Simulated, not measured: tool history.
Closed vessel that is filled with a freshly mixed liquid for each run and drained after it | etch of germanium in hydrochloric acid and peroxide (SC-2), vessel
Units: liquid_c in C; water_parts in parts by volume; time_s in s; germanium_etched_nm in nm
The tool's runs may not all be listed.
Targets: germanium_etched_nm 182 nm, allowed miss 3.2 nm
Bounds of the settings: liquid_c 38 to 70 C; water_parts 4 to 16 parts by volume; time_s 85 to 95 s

run,day,liquid_c,water_parts,time_s,germanium_etched_nm
1,0,54,9,85,279.36
2,0.025,50.5,9,85,247.68
3,0.396,50.5,11.5,85,243.66
4,0.696,50.5,11.5,95,271.11
5,0.742,50.5,9,95,279.72
6,0.804,50.5,11,95,274.66
7,0.996,47.5,11,95,249.01
8,1.146,45,11,95,231.38
9,1.429,43,11.5,95,215.87
10,1.629,41.5,11.5,95,204.29

Which of these 4 next moves meets every target?
A,1.829,41.5,12,85,?
B,1.829,41,16,95,?
C,1.829,38,10,90,?
D,1.829,44,10,90,?

move,germanium_etched_nm
A,182.4
B,193.32
C,174.95
D,213.25
A: meets every target
B: nearer than the last run, and not there yet
C: takes the result that was furthest off past its target
D: further off than the last run
The right move is A.
